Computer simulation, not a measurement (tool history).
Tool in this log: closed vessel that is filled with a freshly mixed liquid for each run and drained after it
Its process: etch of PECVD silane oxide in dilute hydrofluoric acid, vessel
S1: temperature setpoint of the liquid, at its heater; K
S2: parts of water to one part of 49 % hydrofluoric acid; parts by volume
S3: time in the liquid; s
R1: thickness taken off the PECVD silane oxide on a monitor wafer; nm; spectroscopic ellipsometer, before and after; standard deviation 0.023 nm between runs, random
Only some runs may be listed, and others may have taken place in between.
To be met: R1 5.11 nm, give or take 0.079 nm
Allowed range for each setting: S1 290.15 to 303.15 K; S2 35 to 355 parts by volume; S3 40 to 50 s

run	hour	S1	S2	S3	R1
1	0	295.15	195	50	4.2533
2	6.1	295.15	240	50	3.2883
3	12	296.15	235	50	3.5402
4	16.2	297.65	235	50	3.7052
5	25.2	294.65	235	50	3.3416
6	30.3	295.65	230	50	3.5632
7	33.9	296.65	230	50	3.6638
8	39.4	297.15	230	50	3.7302
9	42.1	301.15	210	50	4.8384

Next run, 5 choices. One meets every target within its allowed miss, the rest don't. Which?
A	44.8	300.15	195	50	?
B	44.8	299.15	190	45	?
C	44.8	299.65	175	40	?
D	44.8	299.65	210	50	?
E	44.8	301.65	230	50	?

move	R1
A	5.0451
B	4.5206
C	4.5207
D	4.5236
E	4.3307
A: every result lands within tolerance
B: further off than the last run
C: further off than the last run
D: further off than the last run
E: further off than the last run
The move that meets every target is A.
